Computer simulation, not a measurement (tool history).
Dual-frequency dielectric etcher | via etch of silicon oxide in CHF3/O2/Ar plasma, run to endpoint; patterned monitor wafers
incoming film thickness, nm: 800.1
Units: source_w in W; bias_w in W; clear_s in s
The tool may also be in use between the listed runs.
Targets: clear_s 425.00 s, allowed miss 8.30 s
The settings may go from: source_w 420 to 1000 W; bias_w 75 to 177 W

| run | day | source_w | bias_w | clear_s |
|---|---|---|---|---|
| 1 | 0.000 | 710 | 126 | 388.69 |
| 2 | 0.225 | 760 | 126 | 377.25 |
| 3 | 0.508 | 760 | 136 | 371.99 |
| 4 | 0.725 | 760 | 126 | 376.24 |
| 5 | 1.033 | 760 | 137 | 369.75 |
| 6 | 1.058 | 840 | 137 | 356.16 |
| 7 | 1.350 | 760 | 133 | 370.41 |
| 8 | 1.608 | 700 | 130 | 385.61 |
| 9 | 1.983 | 660 | 128 | 396.05 |
| 10 | 2.283 | 630 | 127 | 405.64 |
| 11 | 2.467 | 610 | 126 | 408.14 |
| 12 | 2.604 | 530 | 122 | 434.32 |

4 next moves are on the table. One of them brings every result within its allowed miss. Which?
| A | 2.742 | 450 | 129 | ? |
| B | 2.742 | 540 | 101 | ? |
| C | 2.742 | 500 | 123 | ? |
| D | 2.742 | 570 | 121 | ? |

| move | clear_s |
|---|---|
| A | 452.65 |
| B | 453.16 |
| C | 442.11 |
| D | 423.95 |
A: further off than the last run
B: further off than the last run
C: further off than the last run
D: meets every target
The right move is D.

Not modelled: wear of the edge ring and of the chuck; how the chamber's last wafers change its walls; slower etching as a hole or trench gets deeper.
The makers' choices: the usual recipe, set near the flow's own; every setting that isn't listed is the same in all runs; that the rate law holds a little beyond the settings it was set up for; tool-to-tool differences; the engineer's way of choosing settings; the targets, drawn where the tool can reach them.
